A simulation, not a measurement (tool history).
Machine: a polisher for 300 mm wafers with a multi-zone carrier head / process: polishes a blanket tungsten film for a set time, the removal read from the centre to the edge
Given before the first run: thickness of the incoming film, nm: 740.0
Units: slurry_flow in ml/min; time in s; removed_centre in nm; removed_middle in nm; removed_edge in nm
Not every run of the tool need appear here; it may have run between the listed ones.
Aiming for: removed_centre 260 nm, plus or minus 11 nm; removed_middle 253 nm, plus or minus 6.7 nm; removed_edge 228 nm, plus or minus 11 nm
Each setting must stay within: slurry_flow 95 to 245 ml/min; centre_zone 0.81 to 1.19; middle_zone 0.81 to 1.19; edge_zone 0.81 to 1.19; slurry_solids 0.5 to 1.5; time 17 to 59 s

run 1 day=0 | slurry_flow=155 centre_zone=1 middle_zone=1 edge_zone=1 slurry_solids=1 time=38 | removed_centre=211.58 removed_middle=220.97 removed_edge=220.22
run 2 day=0.096 | slurry_flow=155 centre_zone=0.91 middle_zone=1 edge_zone=1 slurry_solids=1 time=38 | removed_centre=194.38 removed_middle=218.67 removed_edge=219.3
run 3 day=0.408 | slurry_flow=185 centre_zone=0.91 middle_zone=1 edge_zone=1 slurry_solids=1 time=38 | removed_centre=202.03 removed_middle=227.77 removed_edge=226.13
run 4 day=0.546 | slurry_flow=195 centre_zone=0.96 middle_zone=1.01 edge_zone=0.98 slurry_solids=1 time=38 | removed_centre=216.09 removed_middle=227.39 removed_edge=230.23
-- day=0.879 centre zone pressure recalibrated
run 5 day=0.879 | slurry_flow=195 centre_zone=0.96 middle_zone=1.01 edge_zone=0.98 slurry_solids=0.85 time=38 | removed_centre=227.01 removed_middle=223.25 removed_edge=216.21
run 6 day=1.171 | slurry_flow=195 centre_zone=0.89 middle_zone=1.01 edge_zone=0.98 slurry_solids=0.85 time=38 | removed_centre=209.85 removed_middle=222.68 removed_edge=216.78
run 7 day=1.2 | slurry_flow=205 centre_zone=0.92 middle_zone=1.03 edge_zone=0.97 slurry_solids=0.85 time=38 | removed_centre=214.02 removed_middle=223.97 removed_edge=224.11
run 8 day=1.575 | slurry_flow=180 centre_zone=0.96 middle_zone=1.05 edge_zone=1 slurry_solids=0.8 time=40 | removed_centre=229.61 removed_middle=233.82 removed_edge=229.8
run 9 day=1.75 | slurry_flow=180 centre_zone=0.96 middle_zone=1.05 edge_zone=1 slurry_solids=0.8 time=40 | removed_centre=232.5 removed_middle=234.99 removed_edge=223.17

Pick the move, out of 5, that brings all results within their allowed miss; only one does.
run A day=1.925 | slurry_flow=180 centre_zone=1.04 middle_zone=1.09 edge_zone=1.01 slurry_solids=0.5 time=48 | removed_centre=? removed_middle=? removed_edge=?
run B day=1.925 | slurry_flow=235 centre_zone=1.09 middle_zone=0.9 edge_zone=1.03 slurry_solids=0.8 time=43 | removed_centre=? removed_middle=? removed_edge=?
run C day=1.925 | slurry_flow=200 centre_zone=0.86 middle_zone=0.99 edge_zone=1.07 slurry_solids=1.45 time=40 | removed_centre=? removed_middle=? removed_edge=?
run D day=1.925 | slurry_flow=185 centre_zone=0.97 middle_zone=1.06 edge_zone=0.95 slurry_solids=0.8 time=40 | removed_centre=? removed_middle=? removed_edge=?
run E day=1.925 | slurry_flow=125 centre_zone=1.07 middle_zone=1.19 edge_zone=0.97 slurry_solids=0.5 time=45 | removed_centre=? removed_middle=? removed_edge=?

move=A removed_centre=282.82 removed_middle=276.52 removed_edge=264.7
move=B removed_centre=291.74 removed_middle=242.12 removed_edge=259.59
move=C removed_centre=227.78 removed_middle=254.44 removed_edge=263.34
move=D removed_centre=232.71 removed_middle=239.98 removed_edge=227.56
move=E removed_centre=252.28 removed_middle=255.37 removed_edge=231.98
A: the result that was furthest off in the last run now lies on the other side of its target
B: its largest miss is bigger than the last run's
C: corrects the largest miss of the last run, while another result sits out of spec
D: better than the last run, though not everything is in spec
E: in spec on every target
Go with E: it meets all targets.

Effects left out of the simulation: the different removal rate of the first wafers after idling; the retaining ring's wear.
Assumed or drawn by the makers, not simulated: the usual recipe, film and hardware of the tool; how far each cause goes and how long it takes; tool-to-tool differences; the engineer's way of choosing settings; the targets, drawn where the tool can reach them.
